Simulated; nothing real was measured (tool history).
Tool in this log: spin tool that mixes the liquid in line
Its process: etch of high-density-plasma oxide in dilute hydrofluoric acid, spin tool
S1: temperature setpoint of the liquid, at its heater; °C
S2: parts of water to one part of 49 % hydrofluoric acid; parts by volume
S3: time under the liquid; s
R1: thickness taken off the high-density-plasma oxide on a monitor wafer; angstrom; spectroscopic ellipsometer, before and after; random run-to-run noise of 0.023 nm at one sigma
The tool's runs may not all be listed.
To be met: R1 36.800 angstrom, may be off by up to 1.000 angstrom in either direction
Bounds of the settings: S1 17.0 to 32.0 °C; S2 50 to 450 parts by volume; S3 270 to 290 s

run	hour	S1	S2	S3	R1
1	0.0	24.0	250	270	66.572
2	7.9	23.0	260	270	61.327
3	12.5	22.0	270	270	56.820
4	13.7	22.0	205	270	79.444
5	18.9	20.5	205	270	74.665
6	21.9	20.5	205	290	80.367
7	25.3	20.0	225	290	70.404
8	27.2	19.5	240	290	63.859
9	28.6	19.0	250	290	59.722
10	31.2	18.5	260	290	56.644
11	39.4	17.0	355	290	35.606

Next run, 5 choices. One meets every target within its allowed miss, the rest don't. Which?
A	47.6	18.0	340	290	?
B	47.6	17.0	335	290	?
C	47.6	23.0	365	270	?
D	47.6	17.0	345	270	?
E	47.6	17.0	335	275	?

move	R1
A	39.233
B	38.532
C	39.724
D	34.554
E	36.539
A: the result that was furthest off in the last run now lies on the other side of its target
B: the result that was furthest off in the last run now lies on the other side of its target
C: the result that was furthest off in the last run now lies on the other side of its target
D: further off than the last run
E: hits every target within its allowed miss
Correct choice: E, which meets every target

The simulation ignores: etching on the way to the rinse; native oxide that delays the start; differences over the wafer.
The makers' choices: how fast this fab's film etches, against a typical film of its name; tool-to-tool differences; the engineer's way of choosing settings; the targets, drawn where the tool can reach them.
